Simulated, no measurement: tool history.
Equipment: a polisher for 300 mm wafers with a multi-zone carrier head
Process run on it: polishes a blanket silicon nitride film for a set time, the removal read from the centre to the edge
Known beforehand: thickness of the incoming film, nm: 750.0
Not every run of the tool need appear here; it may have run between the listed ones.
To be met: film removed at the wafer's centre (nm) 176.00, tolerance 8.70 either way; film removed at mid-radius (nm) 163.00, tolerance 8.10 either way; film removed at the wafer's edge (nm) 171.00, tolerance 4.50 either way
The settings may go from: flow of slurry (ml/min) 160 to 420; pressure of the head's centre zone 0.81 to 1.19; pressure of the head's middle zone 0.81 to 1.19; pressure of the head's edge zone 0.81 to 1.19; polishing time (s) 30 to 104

run	hour	flow of slurry (ml/min)	pressure of the head's centre zone	pressure of the head's middle zone	pressure of the head's edge zone	polishing time (s)	film removed at the wafer's centre (nm)	film removed at mid-radius (nm)	film removed at the wafer's edge (nm)
1	0.0	270	1.00	1.00	1.00	67	139.75	133.66	136.74
2	2.9	210	1.00	1.00	1.00	67	135.21	130.86	135.68
3	8.8	210	1.00	1.00	1.00	54	109.29	104.69	110.13
4	11.4	210	1.00	1.06	1.00	54	108.87	109.85	108.99
5	16.8	215	1.02	1.06	1.04	61	125.67	125.81	125.25
6	25.8	215	1.02	1.06	1.04	69	140.88	143.16	142.10
7	28.1	225	1.05	1.05	1.08	71	157.17	148.30	148.55
8	37.0	230	1.04	1.04	1.11	73	151.28	149.79	154.65
9	42.3	235	1.06	1.04	1.13	74	157.74	153.27	160.23
10	51.2	240	1.08	1.04	1.15	75	163.69	155.43	159.28
11	52.0	245	1.08	1.01	1.16	81	182.99	165.60	174.96

Consider the 5 candidate settings below. Which is the only one whose results all fall within their allowed miss of target?
A	52.8	205	1.05	0.86	1.14	87	?	?	?
B	52.8	270	1.09	1.04	1.17	78	?	?	?
C	52.8	235	1.12	1.06	1.06	85	?	?	?
D	52.8	195	1.10	1.04	1.15	86	?	?	?
E	52.8	245	1.19	0.97	1.04	82	?	?	?

move	film removed at the wafer's centre (nm)	film removed at mid-radius (nm)	film removed at the wafer's edge (nm)
A	182.08	153.04	185.55
B	174.83	165.18	171.18
C	193.04	180.58	177.38
D	187.74	176.36	182.92
E	198.70	162.20	170.56
A: moves away from the targets compared with the last run
B: each result inside its tolerance
C: moves away from the targets compared with the last run
D: moves away from the targets compared with the last run
E: brings the result that was furthest off to its target, and leaves another outside
B is the move that brings every result within its allowed miss.
